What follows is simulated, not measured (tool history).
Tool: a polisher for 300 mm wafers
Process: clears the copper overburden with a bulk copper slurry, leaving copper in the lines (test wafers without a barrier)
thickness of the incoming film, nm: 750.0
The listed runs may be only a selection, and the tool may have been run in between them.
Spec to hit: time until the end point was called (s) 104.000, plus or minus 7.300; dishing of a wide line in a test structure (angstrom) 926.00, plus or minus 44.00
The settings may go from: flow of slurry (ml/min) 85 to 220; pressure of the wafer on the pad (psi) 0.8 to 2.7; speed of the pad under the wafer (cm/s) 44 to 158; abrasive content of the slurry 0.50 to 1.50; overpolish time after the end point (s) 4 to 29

run,day,flow of slurry (ml/min),pressure of the wafer on the pad (psi),speed of the pad under the wafer (cm/s),abrasive content of the slurry,overpolish time after the end point (s),time until the end point was called (s),dishing of a wide line in a test structure (angstrom)
1,0.000,140,1.7,100,1.00,15,118.640,560.39
2,0.108,140,1.7,120,1.00,15,105.040,623.82
3,0.417,140,1.7,98,1.00,15,121.760,557.30
4,0.479,140,1.7,88,1.00,15,125.860,522.06
5,0.638,125,1.7,88,1.00,15,136.020,502.59
6,0.892,120,1.8,88,1.00,17,135.330,567.52
7,0.979,125,1.9,88,1.00,18,123.920,635.68
8,1.275,130,1.9,88,1.00,19,120.770,661.06
9,1.504,130,1.9,88,1.00,20,127.600,689.42
10,1.796,135,1.9,88,1.00,21,125.040,695.12

Next run, 4 choices. One meets every target within its allowed miss, the rest don't. Which?
A,2.088,125,2.1,128,1.15,26,?,?
B,2.088,150,2.4,110,0.75,25,?,?
C,2.088,140,2.4,104,1.00,25,?,?
D,2.088,200,2.6,84,0.50,26,?,?

move,time until the end point was called (s),dishing of a wide line in a test structure (angstrom)
A,82.364,1011.90
B,86.971,993.13
C,87.072,992.54
D,102.130,943.30
A: carries the result that was furthest off beyond its target, to the other side
B: carries the result that was furthest off beyond its target, to the other side
C: carries the result that was furthest off beyond its target, to the other side
D: every result within its allowed miss
The right move is D.
